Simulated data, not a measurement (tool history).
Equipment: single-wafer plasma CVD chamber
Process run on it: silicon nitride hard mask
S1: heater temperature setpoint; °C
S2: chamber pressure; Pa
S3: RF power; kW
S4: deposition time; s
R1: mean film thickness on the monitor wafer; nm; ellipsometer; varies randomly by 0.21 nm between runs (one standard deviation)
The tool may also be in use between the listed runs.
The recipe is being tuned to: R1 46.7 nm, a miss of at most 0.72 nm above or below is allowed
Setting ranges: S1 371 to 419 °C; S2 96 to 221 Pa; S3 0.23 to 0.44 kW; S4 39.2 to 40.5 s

run 1 hour=0 | S1=395 S2=159 S3=0.335 S4=39.2 | R1=40.074
run 2 hour=3.4 | S1=395 S2=175 S3=0.34 S4=39.2 | R1=41.82
run 3 hour=6.2 | S1=395 S2=175 S3=0.34 S4=39.2 | R1=42.133
run 4 hour=9 | S1=395 S2=199 S3=0.34 S4=39.2 | R1=43.789
run 5 hour=15.9 | S1=395 S2=204 S3=0.345 S4=39.2 | R1=44.463
run 6 hour=23.4 | S1=386 S2=204 S3=0.345 S4=39.2 | R1=44.75
run 7 hour=30.8 | S1=386 S2=208 S3=0.345 S4=39.2 | R1=45.036
run 8 hour=36.9 | S1=386 S2=208 S3=0.345 S4=39.2 | R1=44.787
run 9 hour=44.2 | S1=386 S2=211 S3=0.35 S4=39.2 | R1=45.205

Exercise: of the 5 proposed moves below, exactly one satisfies all targets within the stated allowed misses. Which move is it?
run A hour=51.5 | S1=401 S2=221 S3=0.36 S4=40.4 | R1=?
run B hour=51.5 | S1=375 S2=221 S3=0.375 S4=39.2 | R1=?
run C hour=51.5 | S1=389 S2=221 S3=0.37 S4=39.7 | R1=?
run D hour=51.5 | S1=375 S2=193 S3=0.385 S4=40.5 | R1=?
run E hour=51.5 | S1=383 S2=207 S3=0.355 S4=40.2 | R1=?

move=A R1=47.869
move=B R1=48.296
move=C R1=48.172
move=D R1=48.771
move=E R1=46.641
A: the result that was furthest off in the last run now lies on the other side of its target
B: the result that was furthest off in the last run now lies on the other side of its target
C: the result that was furthest off in the last run now lies on the other side of its target
D: the result that was furthest off in the last run now lies on the other side of its target
E: in spec on every target
E is the move that brings every result within its allowed miss.
